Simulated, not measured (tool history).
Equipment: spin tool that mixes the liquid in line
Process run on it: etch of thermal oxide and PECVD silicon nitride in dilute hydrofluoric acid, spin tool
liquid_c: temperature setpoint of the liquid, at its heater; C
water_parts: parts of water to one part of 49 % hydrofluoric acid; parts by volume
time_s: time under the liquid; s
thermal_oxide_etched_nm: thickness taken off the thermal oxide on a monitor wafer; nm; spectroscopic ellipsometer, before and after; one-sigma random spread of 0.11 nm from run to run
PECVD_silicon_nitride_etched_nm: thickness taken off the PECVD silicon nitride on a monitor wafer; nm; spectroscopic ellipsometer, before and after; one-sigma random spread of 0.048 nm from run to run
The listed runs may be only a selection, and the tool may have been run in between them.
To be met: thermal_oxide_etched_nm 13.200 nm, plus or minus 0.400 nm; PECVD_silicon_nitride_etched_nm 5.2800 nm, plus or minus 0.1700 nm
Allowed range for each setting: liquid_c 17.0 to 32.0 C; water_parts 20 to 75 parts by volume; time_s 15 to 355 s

run	hour	liquid_c	water_parts	time_s	thermal_oxide_etched_nm	PECVD_silicon_nitride_etched_nm
1	0.0	24.0	45	180	22.313	9.5436
2	4.6	23.0	50	180	19.245	7.9807
3	11.4	20.5	50	180	17.525	6.7945
4	16.4	20.5	50	105	10.092	3.9466
5	22.2	22.0	50	105	11.048	4.3407
6	28.4	22.5	50	105	11.020	4.4944
7	29.2	22.5	45	105	12.458	4.9553
8	37.8	23.0	45	105	12.522	5.2205
9	46.1	22.5	45	105	12.498	4.9730
10	47.2	23.0	45	105	12.628	5.1425
11	48.7	22.5	40	105	14.064	5.5653
12	52.8	22.5	45	105	12.397	4.9426
13	59.0	23.0	40	105	14.168	5.8223
# hour 67.3: hydrofluoric acid flow meter replaced
14	67.3	22.5	40	105	12.877	5.0818

Of the 5 settings listed for the next run, only one would bring every result within its allowed miss of target. Which one?
A	75.6	19.0	35	115	?	?
B	75.6	28.5	50	100	?	?
C	75.6	23.0	40	115	?	?
D	75.6	25.5	50	115	?	?
E	75.6	22.0	45	125	?	?

move	thermal_oxide_etched_nm	PECVD_silicon_nitride_etched_nm
A	13.719	5.0086
B	12.140	5.8592
C	14.142	5.8079
D	12.375	5.5285
E	13.019	5.2567
A: misses by more than the last run did
B: the result that was furthest off in the last run now lies on the other side of its target
C: the result that was furthest off in the last run now lies on the other side of its target
D: the result that was furthest off in the last run now lies on the other side of its target
E: every result lands within tolerance
The move that meets every target is E.
